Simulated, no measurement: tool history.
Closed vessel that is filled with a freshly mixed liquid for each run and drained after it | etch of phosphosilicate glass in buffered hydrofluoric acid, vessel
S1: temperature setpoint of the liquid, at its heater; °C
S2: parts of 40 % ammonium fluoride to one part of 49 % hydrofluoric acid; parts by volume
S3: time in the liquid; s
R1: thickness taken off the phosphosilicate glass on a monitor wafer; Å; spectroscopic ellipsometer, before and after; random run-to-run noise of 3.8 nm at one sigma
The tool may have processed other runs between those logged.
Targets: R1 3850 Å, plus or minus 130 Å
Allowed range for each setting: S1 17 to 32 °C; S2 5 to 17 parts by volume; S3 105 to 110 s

Run 1, hour 0: S1 25 °C, S2 10.5 parts by volume, S3 105 s. Result: R1 4881.5 Å.
Run 2, hour 0.9: S1 25 °C, S2 10.5 parts by volume, S3 105 s. Result: R1 4942 Å.
Run 3, hour 5: S1 23.5 °C, S2 10.5 parts by volume, S3 105 s. Result: R1 4591.1 Å.
Run 4, hour 12.6: S1 23.5 °C, S2 10.5 parts by volume, S3 110 s. Result: R1 4774 Å.
Run 5, hour 16: S1 23.5 °C, S2 10.5 parts by volume, S3 105 s. Result: R1 4490.9 Å.
Run 6, hour 24.5: S1 23.5 °C, S2 10.5 parts by volume, S3 105 s. Result: R1 4498 Å.
Run 7, hour 32.9: S1 22.5 °C, S2 10.5 parts by volume, S3 105 s. Result: R1 4307.3 Å.
Run 8, hour 40.6: S1 22 °C, S2 10.5 parts by volume, S3 105 s. Result: R1 4230.3 Å.
Run 9, hour 46.6: S1 21.5 °C, S2 10.5 parts by volume, S3 105 s. Result: R1 4108.5 Å.

Next run, 4 choices. One meets every target within its allowed miss, the rest don't. Which?
Run A, hour 52.6: S1 22.5 °C, S2 10 parts by volume, S3 105 s. Result: R1 ?.
Run B, hour 52.6: S1 18 °C, S2 10 parts by volume, S3 105 s. Result: R1 ?.
Run C, hour 52.6: S1 20.5 °C, S2 11 parts by volume, S3 110 s. Result: R1 ?.
Run D, hour 52.6: S1 24 °C, S2 12 parts by volume, S3 110 s. Result: R1 ?.

move      R1
   A  4472.1
   B  3477.6
   C  3821.6
   D  4258.2
A: further off than the last run
B: moves the result that the last run missed by most past its target, out the other side
C: hits every target within its allowed miss
D: further off than the last run
The move that meets every target is C.

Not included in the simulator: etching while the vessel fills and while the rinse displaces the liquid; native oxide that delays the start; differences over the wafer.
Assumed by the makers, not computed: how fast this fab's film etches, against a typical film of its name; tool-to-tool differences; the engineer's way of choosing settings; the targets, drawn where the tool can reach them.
